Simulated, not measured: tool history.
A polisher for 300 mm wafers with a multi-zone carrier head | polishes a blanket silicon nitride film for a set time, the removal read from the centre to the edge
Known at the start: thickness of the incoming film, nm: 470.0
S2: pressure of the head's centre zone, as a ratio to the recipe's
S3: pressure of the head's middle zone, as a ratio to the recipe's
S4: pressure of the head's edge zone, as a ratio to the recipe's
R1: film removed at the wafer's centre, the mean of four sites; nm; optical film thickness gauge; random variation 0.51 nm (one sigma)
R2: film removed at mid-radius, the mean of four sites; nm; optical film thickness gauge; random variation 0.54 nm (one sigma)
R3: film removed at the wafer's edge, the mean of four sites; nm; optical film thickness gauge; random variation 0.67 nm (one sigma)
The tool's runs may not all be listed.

run 1 hour=0 | flow_of_slurry_(ml/min)=195 S2=1 S3=1 S4=1 polishing_time_(s)=64 | R1=59.79 R2=58.779 R3=60.821
run 2 hour=1.2 | flow_of_slurry_(ml/min)=215 S2=1.04 S3=1.04 S4=1.04 polishing_time_(s)=65 | R1=63.18 R2=62.695 R3=61.415
run 3 hour=9.5 | flow_of_slurry_(ml/min)=215 S2=1.04 S3=1.04 S4=1.12 polishing_time_(s)=65 | R1=64.056 R2=63.247 R3=64.922
run 4 hour=14.2 | flow_of_slurry_(ml/min)=215 S2=1.04 S3=1.12 S4=1.12 polishing_time_(s)=65 | R1=64.372 R2=66.77 R3=63.759
run 5 hour=15.9 | flow_of_slurry_(ml/min)=225 S2=1.07 S3=1.12 S4=1.14 polishing_time_(s)=66 | R1=67.447 R2=67.001 R3=66.379
run 6 hour=18.2 | flow_of_slurry_(ml/min)=225 S2=1.07 S3=1.12 S4=1.19 polishing_time_(s)=66 | R1=67.254 R2=68.354 R3=67.582

Run 7 comes next. What will it give?
run 7 hour=22.4 | flow_of_slurry_(ml/min)=240 S2=1.09 S3=1.14 S4=1.19 polishing_time_(s)=66 | R1=? R2=? R3=?

R1: 69.108 nm
R2: 70.209 nm
R3: 68.105 nm
